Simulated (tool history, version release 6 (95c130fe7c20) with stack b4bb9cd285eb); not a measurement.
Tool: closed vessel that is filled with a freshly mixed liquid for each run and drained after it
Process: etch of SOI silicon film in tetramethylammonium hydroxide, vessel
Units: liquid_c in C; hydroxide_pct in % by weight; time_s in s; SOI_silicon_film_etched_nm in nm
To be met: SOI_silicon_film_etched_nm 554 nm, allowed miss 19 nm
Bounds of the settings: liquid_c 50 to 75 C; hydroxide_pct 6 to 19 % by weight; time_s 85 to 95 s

run,hour,liquid_c,hydroxide_pct,time_s,SOI_silicon_film_etched_nm
1,0,62,12.5,85,354.28
2,3.1,63,12.5,85,371.56
3,9,64,12.5,85,400.54
4,14.1,67.5,12.5,85,489.28
5,16.9,68,12.5,85,507.28
6,22.8,68,14.5,85,474.82
7,30.2,68,14.5,85,471.45
8,34.4,68,14.5,85,471.49
9,38.4,68.5,14.5,85,480.6
10,45,71.5,14.5,85,579.25

Which of these 4 next moves meets every target?
A,51.6,71,14,95,?
B,51.6,71,14.5,85,?
C,51.6,73,16,85,?
D,51.6,74,18,85,?

move,SOI_silicon_film_etched_nm
A,641.13
B,563.23
C,607.77
D,616.06
A: further off than the last run
B: meets every target
C: further off than the last run
D: further off than the last run
Move B is the one to make.

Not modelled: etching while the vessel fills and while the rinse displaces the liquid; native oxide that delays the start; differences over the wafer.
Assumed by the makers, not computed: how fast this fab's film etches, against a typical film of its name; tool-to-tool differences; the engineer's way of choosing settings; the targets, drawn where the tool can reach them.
